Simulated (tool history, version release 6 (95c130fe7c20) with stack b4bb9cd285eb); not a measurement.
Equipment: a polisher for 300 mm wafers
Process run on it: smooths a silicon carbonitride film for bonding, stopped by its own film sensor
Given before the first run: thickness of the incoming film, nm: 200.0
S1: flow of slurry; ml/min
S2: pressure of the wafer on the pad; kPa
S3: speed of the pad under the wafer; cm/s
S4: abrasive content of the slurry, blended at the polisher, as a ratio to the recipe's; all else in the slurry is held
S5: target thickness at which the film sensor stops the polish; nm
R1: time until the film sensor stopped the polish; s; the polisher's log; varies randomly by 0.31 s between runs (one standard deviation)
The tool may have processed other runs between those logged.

| run | hour | S1 | S2 | S3 | S4 | S5 | R1 |
|---|---|---|---|---|---|---|---|
| 1 | 0.0 | 225 | 17.2 | 100 | 1.0 | 186 | 41.953 |
| 2 | 1.3 | 225 | 14.5 | 100 | 1.0 | 186 | 49.827 |
| 3 | 8.5 | 225 | 15.9 | 100 | 1.0 | 186 | 44.704 |
| 4 | 11.4 | 225 | 17.2 | 100 | 1.0 | 186 | 41.702 |
|  | 15.2 | slurry nozzle cleaned |
| 5 | 15.2 | 225 | 17.9 | 100 | 1.0 | 186 | 39.125 |
| 6 | 23.9 | 225 | 17.9 | 100 | 0.8 | 186 | 43.044 |

The next listed run, before its measurement:
| 7 | 31.0 | 225 | 17.9 | 100 | 0.8 | 186 | ? |

R1: 43.572 s

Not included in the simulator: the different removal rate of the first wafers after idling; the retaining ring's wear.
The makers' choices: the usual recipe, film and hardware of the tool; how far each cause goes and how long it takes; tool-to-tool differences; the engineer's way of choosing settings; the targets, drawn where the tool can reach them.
